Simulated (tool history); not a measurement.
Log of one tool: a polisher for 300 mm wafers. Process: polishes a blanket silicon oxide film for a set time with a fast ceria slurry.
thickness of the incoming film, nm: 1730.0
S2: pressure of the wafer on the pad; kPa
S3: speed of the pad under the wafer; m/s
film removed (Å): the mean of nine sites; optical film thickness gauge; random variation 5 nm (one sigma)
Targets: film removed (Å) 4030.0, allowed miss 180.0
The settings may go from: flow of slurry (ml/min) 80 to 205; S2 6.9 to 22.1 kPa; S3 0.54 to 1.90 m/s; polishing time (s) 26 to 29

Run 1, hour 0.0: flow of slurry (ml/min) 135, S2 14.5 kPa, S3 1.22 m/s, polishing time (s) 29. Result: film removed (Å) 4780.1.
Run 2, hour 0.5: flow of slurry (ml/min) 135, S2 16.5 kPa, S3 1.22 m/s, polishing time (s) 29. Result: film removed (Å) 5589.6.
Run 3, hour 3.3: flow of slurry (ml/min) 135, S2 16.5 kPa, S3 1.22 m/s, polishing time (s) 26. Result: film removed (Å) 5108.4.
Run 4, hour 8.6: flow of slurry (ml/min) 135, S2 15.9 kPa, S3 1.22 m/s, polishing time (s) 26. Result: film removed (Å) 4845.8.
Run 5, hour 10.4: flow of slurry (ml/min) 125, S2 15.9 kPa, S3 1.22 m/s, polishing time (s) 26. Result: film removed (Å) 4743.7.
Run 6, hour 12.1: flow of slurry (ml/min) 125, S2 19.3 kPa, S3 1.22 m/s, polishing time (s) 26. Result: film removed (Å) 5734.6.
Run 7, hour 18.6: flow of slurry (ml/min) 115, S2 17.9 kPa, S3 1.20 m/s, polishing time (s) 26. Result: film removed (Å) 5184.0.
Run 8, hour 25.3: flow of slurry (ml/min) 110, S2 16.5 kPa, S3 1.20 m/s, polishing time (s) 26. Result: film removed (Å) 4677.9.

4 next moves are on the table. One of them brings every result within its allowed miss. Which?
Run A, hour 32.0: flow of slurry (ml/min) 110, S2 15.2 kPa, S3 1.36 m/s, polishing time (s) 29. Result: film removed (Å) ?.
Run B, hour 32.0: flow of slurry (ml/min) 130, S2 16.5 kPa, S3 1.26 m/s, polishing time (s) 29. Result: film removed (Å) ?.
Run C, hour 32.0: flow of slurry (ml/min) 110, S2 16.5 kPa, S3 1.18 m/s, polishing time (s) 27. Result: film removed (Å) ?.
Run D, hour 32.0: flow of slurry (ml/min) 100, S2 16.5 kPa, S3 1.00 m/s, polishing time (s) 27. Result: film removed (Å) ?.

move  film removed (Å)
   A            5568.8
   B            5848.2
   C            4910.1
   D            4075.8
A: further off than the last run
B: further off than the last run
C: further off than the last run
D: meets every target
Answer: D

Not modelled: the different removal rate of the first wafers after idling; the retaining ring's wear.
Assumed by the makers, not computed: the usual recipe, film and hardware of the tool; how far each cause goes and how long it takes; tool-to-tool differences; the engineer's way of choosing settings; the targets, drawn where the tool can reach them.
